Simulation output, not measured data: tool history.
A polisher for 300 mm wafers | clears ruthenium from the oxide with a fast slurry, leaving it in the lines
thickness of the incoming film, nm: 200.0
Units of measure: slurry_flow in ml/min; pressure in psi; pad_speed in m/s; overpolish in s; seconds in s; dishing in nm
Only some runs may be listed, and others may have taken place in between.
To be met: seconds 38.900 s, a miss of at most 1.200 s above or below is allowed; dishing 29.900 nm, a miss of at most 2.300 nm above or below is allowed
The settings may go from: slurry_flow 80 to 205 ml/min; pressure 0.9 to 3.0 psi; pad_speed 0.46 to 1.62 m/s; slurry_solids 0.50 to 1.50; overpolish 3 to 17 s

{"run": 1, "hour": 0.0, "slurry_flow": 135, "pressure": 1.9, "pad_speed": 1.04, "slurry_solids": 1.0, "overpolish": 9, "seconds": 72.938, "dishing": 18.752}
{"run": 2, "hour": 2.0, "slurry_flow": 105, "pressure": 1.9, "pad_speed": 1.04, "slurry_solids": 1.0, "overpolish": 9, "seconds": 78.934, "dishing": 17.109}
{"run": 3, "hour": 5.0, "slurry_flow": 115, "pressure": 2.0, "pad_speed": 1.04, "slurry_solids": 1.0, "overpolish": 9, "seconds": 72.503, "dishing": 19.22}
{"run": 4, "hour": 14.0, "slurry_flow": 115, "pressure": 2.0, "pad_speed": 1.04, "slurry_solids": 0.8, "overpolish": 9, "seconds": 81.39, "dishing": 17.447}
{"run": 5, "hour": 16.9, "slurry_flow": 115, "pressure": 1.7, "pad_speed": 1.04, "slurry_solids": 0.8, "overpolish": 9, "seconds": 97.431, "dishing": 14.771}
{"run": 6, "hour": 21.8, "slurry_flow": 125, "pressure": 1.9, "pad_speed": 1.04, "slurry_solids": 0.8, "overpolish": 9, "seconds": 84.982, "dishing": 16.088}
{"run": 7, "hour": 28.5, "slurry_flow": 130, "pressure": 2.0, "pad_speed": 1.04, "slurry_solids": 0.8, "overpolish": 9, "seconds": 79.318, "dishing": 17.644}
{"run": 8, "hour": 36.0, "slurry_flow": 165, "pressure": 2.6, "pad_speed": 1.14, "slurry_solids": 0.8, "overpolish": 6, "seconds": 54.293, "dishing": 16.892}
{"run": 9, "hour": 38.4, "slurry_flow": 165, "pressure": 2.6, "pad_speed": 1.16, "slurry_solids": 0.8, "overpolish": 6, "seconds": 53.798, "dishing": 17.766}
{"run": 10, "hour": 43.7, "slurry_flow": 165, "pressure": 2.7, "pad_speed": 1.18, "slurry_solids": 0.8, "overpolish": 6, "seconds": 51.431, "dishing": 18.102}
{"run": 11, "hour": 51.1, "slurry_flow": 165, "pressure": 2.7, "pad_speed": 1.2, "slurry_solids": 0.8, "overpolish": 6, "seconds": 50.303, "dishing": 17.962}

Next run, 4 choices. One meets every target within its allowed miss, the rest don't. Which?
{"run": "A", "hour": 58.5, "slurry_flow": 205, "pressure": 2.6, "pad_speed": 1.34, "slurry_solids": 1.1, "overpolish": 8, "seconds": "?", "dishing": "?"}
{"run": "B", "hour": 58.5, "slurry_flow": 180, "pressure": 3.0, "pad_speed": 1.42, "slurry_solids": 0.85, "overpolish": 9, "seconds": "?", "dishing": "?"}
{"run": "C", "hour": 58.5, "slurry_flow": 155, "pressure": 3.0, "pad_speed": 1.3, "slurry_solids": 1.1, "overpolish": 9, "seconds": "?", "dishing": "?"}
{"run": "D", "hour": 58.5, "slurry_flow": 165, "pressure": 3.0, "pad_speed": 1.42, "slurry_solids": 0.9, "overpolish": 9, "seconds": "?", "dishing": "?"}

move=A seconds=38.348 dishing=30.562
move=B seconds=36.500 dishing=35.196
move=C seconds=35.674 dishing=35.871
move=D seconds=35.860 dishing=35.717
A: hits every target within its allowed miss
B: takes the biggest miss from the last run beyond its target
C: takes the biggest miss from the last run beyond its target
D: takes the biggest miss from the last run beyond its target
Go with A: it meets all targets.

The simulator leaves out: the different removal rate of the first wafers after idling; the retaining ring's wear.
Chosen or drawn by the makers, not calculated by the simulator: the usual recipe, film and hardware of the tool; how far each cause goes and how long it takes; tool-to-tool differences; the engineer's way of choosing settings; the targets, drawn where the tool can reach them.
